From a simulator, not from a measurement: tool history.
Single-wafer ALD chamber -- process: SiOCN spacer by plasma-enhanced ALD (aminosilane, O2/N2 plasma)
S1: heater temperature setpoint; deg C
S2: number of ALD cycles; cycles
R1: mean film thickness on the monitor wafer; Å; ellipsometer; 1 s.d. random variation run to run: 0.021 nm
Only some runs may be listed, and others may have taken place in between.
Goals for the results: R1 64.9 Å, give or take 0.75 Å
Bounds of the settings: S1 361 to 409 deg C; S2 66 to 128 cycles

| run | hour | S1 | S2 | R1 |
|---|---|---|---|---|
| 1 | 0 | 385 | 97 | 54.039 |
| 2 | 8.3 | 385 | 106 | 58.591 |
| 3 | 10.3 | 391 | 106 | 59.09 |
| 4 | 15.8 | 391 | 108 | 59.694 |
| 5 | 17.7 | 391 | 109 | 60.452 |
| 6 | 20.5 | 391 | 110 | 61.234 |
| 7 | 28.2 | 391 | 111 | 61.654 |
| 8 | 35.7 | 391 | 112 | 62.247 |
| 9 | 41.3 | 391 | 113 | 62.723 |

5 candidate next runs follow, results not yet known. Just one meets every target within its allowed miss. Identify it.
| A | 46.9 | 399 | 120 | ? |
| B | 46.9 | 380 | 119 | ? |
| C | 46.9 | 401 | 120 | ? |
| D | 46.9 | 387 | 110 | ? |
| E | 46.9 | 391 | 117 | ? |

| move | R1 |
|---|---|
| A | 66.653 |
| B | 66.098 |
| C | 66.653 |
| D | 61.099 |
| E | 64.987 |
A: pushes the last run's worst result past its target
B: pushes the last run's worst result past its target
C: pushes the last run's worst result past its target
D: lands further from the targets than the last run did
E: all results in spec
E is the move that brings every result within its allowed miss.

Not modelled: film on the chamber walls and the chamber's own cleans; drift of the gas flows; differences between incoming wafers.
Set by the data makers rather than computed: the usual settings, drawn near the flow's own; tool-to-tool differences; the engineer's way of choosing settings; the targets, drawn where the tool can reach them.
